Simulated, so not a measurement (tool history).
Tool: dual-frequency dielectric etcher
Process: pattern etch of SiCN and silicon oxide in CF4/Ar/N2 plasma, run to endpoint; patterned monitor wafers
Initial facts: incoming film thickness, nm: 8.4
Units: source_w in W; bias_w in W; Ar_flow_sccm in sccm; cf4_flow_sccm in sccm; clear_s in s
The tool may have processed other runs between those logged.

{"run": 1, "hour": 0.0, "source_w": 350, "bias_w": 83, "Ar_flow_sccm": 136, "cf4_flow_sccm": 47, "clear_s": 12.93}
{"run": 2, "hour": 2.0, "source_w": 370, "bias_w": 84, "Ar_flow_sccm": 136, "cf4_flow_sccm": 47, "clear_s": 12.448}
{"run": 3, "hour": 5.3, "source_w": 390, "bias_w": 85, "Ar_flow_sccm": 136, "cf4_flow_sccm": 47, "clear_s": 11.999}
{"run": 4, "hour": 9.5, "source_w": 390, "bias_w": 85, "Ar_flow_sccm": 136, "cf4_flow_sccm": 42, "clear_s": 12.238}
{"run": 5, "hour": 14.7, "source_w": 390, "bias_w": 85, "Ar_flow_sccm": 157, "cf4_flow_sccm": 42, "clear_s": 12.41}
{"run": 6, "hour": 18.3, "source_w": 410, "bias_w": 86, "Ar_flow_sccm": 157, "cf4_flow_sccm": 42, "clear_s": 12.025}

Run 7 has not been measured yet. What should we expect?
{"run": 7, "hour": 27.1, "source_w": 430, "bias_w": 87, "Ar_flow_sccm": 157, "cf4_flow_sccm": 42, "clear_s": "?"}

Run 7 measured clear_s 11.647 s.
